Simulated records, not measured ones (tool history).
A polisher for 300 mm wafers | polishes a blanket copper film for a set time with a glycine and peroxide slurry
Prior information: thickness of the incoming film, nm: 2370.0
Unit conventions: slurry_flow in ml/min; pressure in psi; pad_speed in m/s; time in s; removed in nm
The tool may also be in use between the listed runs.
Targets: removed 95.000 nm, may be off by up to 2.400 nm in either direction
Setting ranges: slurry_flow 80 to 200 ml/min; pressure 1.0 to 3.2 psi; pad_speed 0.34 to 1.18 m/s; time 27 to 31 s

Run 1, hour 0.0: slurry_flow 130 ml/min, pressure 2.1 psi, pad_speed 0.76 m/s, time 31 s. Result: removed 116.470 nm.
Run 2, hour 3.4: slurry_flow 130 ml/min, pressure 2.5 psi, pad_speed 0.76 m/s, time 31 s. Result: removed 131.960 nm.
Run 3, hour 5.5: slurry_flow 130 ml/min, pressure 2.5 psi, pad_speed 0.68 m/s, time 31 s. Result: removed 124.580 nm.
Run 4, hour 12.8: slurry_flow 130 ml/min, pressure 2.5 psi, pad_speed 0.56 m/s, time 31 s. Result: removed 114.320 nm.
Run 5, hour 14.0: slurry_flow 125 ml/min, pressure 2.4 psi, pad_speed 0.56 m/s, time 31 s. Result: removed 111.400 nm.
Run 6, hour 14.8: slurry_flow 125 ml/min, pressure 2.4 psi, pad_speed 0.42 m/s, time 31 s. Result: removed 99.183 nm.
Run 7, hour 19.3: slurry_flow 125 ml/min, pressure 2.4 psi, pad_speed 0.42 m/s, time 31 s. Result: removed 99.037 nm.
Run 8, hour 23.2: slurry_flow 120 ml/min, pressure 2.4 psi, pad_speed 0.42 m/s, time 31 s. Result: removed 97.310 nm.

Which of these 4 next moves meets every target?
Run A, hour 27.1: slurry_flow 130 ml/min, pressure 2.5 psi, pad_speed 0.44 m/s, time 30 s. Result: removed ?.
Run B, hour 27.1: slurry_flow 100 ml/min, pressure 2.3 psi, pad_speed 0.56 m/s, time 31 s. Result: removed ?.
Run C, hour 27.1: slurry_flow 165 ml/min, pressure 2.0 psi, pad_speed 0.62 m/s, time 30 s. Result: removed ?.
Run D, hour 27.1: slurry_flow 125 ml/min, pressure 2.3 psi, pad_speed 0.44 m/s, time 30 s. Result: removed ?.

move  removed
   A  102.210
   B  102.640
   C  105.120
   D   95.669
A: further off than the last run
B: further off than the last run
C: further off than the last run
D: every result within its allowed miss
Go with D: it meets all targets.
